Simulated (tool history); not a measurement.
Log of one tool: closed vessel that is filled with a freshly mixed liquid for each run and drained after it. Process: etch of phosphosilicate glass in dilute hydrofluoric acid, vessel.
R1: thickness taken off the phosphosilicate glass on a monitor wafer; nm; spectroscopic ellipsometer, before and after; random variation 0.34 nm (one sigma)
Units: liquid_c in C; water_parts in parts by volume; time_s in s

run 1 day=0 | liquid_c=21 water_parts=115 time_s=85 | R1=39.739
run 2 day=0.329 | liquid_c=22.5 water_parts=105 time_s=85 | R1=46.906
run 3 day=0.654 | liquid_c=22.5 water_parts=120 time_s=85 | R1=39.828
run 4 day=0.746 | liquid_c=22.5 water_parts=95 time_s=85 | R1=51.935
run 5 day=0.8 | liquid_c=25 water_parts=95 time_s=85 | R1=58.014
run 6 day=0.838 | liquid_c=26 water_parts=90 time_s=85 | R1=64.119

The next listed run, before its measurement:
run 7 day=1.1 | liquid_c=29 water_parts=75 time_s=85 | R1=?

Run 7 gave R1 88.2 nm.
